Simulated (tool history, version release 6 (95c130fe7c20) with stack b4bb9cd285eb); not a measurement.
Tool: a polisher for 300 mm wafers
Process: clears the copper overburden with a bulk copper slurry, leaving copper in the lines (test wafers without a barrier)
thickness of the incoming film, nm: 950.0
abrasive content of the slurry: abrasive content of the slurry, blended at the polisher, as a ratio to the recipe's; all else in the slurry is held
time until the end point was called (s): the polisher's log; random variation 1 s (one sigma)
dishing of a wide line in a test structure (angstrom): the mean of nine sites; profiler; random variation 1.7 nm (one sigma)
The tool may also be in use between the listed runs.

| run | hour | flow of slurry (ml/min) | pressure of the wafer on the pad (psi) | speed of the pad under the wafer (m/s) | abrasive content of the slurry | overpolish time after the end point (s) | time until the end point was called (s) | dishing of a wide line in a test structure (angstrom) |
|---|---|---|---|---|---|---|---|---|
| 1 | 0 | 205 | 3.4 | 0.96 | 1 | 17 | 84.715 | 785.61 |
| 2 | 2.2 | 205 | 3.7 | 0.96 | 1 | 17 | 82.365 | 827.84 |
| 3 | 7.9 | 205 | 3.7 | 1.18 | 1 | 17 | 65.746 | 925.07 |
| 4 | 11.4 | 205 | 3.7 | 1.18 | 1 | 21 | 66.2 | 1008 |
| 5 | 15.9 | 205 | 3.7 | 1.18 | 1 | 24 | 65.762 | 1074.7 |
| 6 | 16.8 | 205 | 3.7 | 1.18 | 1.1 | 24 | 65.007 | 1051.2 |
| 7 | 17.6 | 205 | 3.7 | 1.18 | 1.1 | 23 | 64.21 | 1045.8 |

The next listed run, before its measurement:
| 8 | 22 | 205 | 3.7 | 1.18 | 1.1 | 22 | ? | ? |

time until the end point was called (s): 64.793
dishing of a wide line in a test structure (angstrom): 1022.1
